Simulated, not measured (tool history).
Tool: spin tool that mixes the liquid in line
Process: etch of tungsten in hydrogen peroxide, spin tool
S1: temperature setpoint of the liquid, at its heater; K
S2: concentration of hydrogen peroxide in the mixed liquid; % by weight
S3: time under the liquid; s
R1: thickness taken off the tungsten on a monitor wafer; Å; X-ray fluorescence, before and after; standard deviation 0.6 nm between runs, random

Run 1, hour 0: S1 331.15 K, S2 17 % by weight, S3 55 s. Result: R1 1939.9 Å.
Run 2, hour 3.7: S1 327.65 K, S2 17 % by weight, S3 55 s. Result: R1 1589.9 Å.
Run 3, hour 10.8: S1 327.65 K, S2 17 % by weight, S3 60 s. Result: R1 1738.4 Å.
Run 4, hour 12: S1 327.65 K, S2 17 % by weight, S3 60 s. Result: R1 1725.6 Å.
Run 5, hour 13.4: S1 327.65 K, S2 13.5 % by weight, S3 60 s. Result: R1 1537.4 Å.
Run 6, hour 20.2: S1 326.15 K, S2 13.5 % by weight, S3 60 s. Result: R1 1419.9 Å.
Run 7, hour 20.9: S1 325.15 K, S2 13.5 % by weight, S3 60 s. Result: R1 1328.3 Å.

What does the tool deliver on the next run?
Run 8, hour 28.6: S1 324.65 K, S2 13.5 % by weight, S3 60 s. Result: R1 ?.

Run 8 gave R1 1276 Å.

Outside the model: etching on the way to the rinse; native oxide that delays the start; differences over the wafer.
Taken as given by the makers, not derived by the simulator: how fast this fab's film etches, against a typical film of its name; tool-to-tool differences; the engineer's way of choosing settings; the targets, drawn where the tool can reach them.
